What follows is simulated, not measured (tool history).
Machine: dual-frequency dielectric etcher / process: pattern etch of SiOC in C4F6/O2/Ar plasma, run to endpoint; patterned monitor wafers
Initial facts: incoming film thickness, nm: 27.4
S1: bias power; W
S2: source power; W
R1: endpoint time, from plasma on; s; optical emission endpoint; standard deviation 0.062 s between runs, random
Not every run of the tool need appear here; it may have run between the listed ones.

run    day   S1   S2       R1
  1  0.000  551  340   8.8937
  2  0.183  551  400   8.3382
  3  0.275  551  420   8.2229
  4  0.600  495  420   8.6802
  5  0.954  458  410   9.2115
  6  1.225  458  450   8.8535
  7  1.275  348  400  10.9680

Estimate the outcome of run 8 from the log above:
  8  1.329  366  400   ?

{"run 8": {"R1": 10.82}}
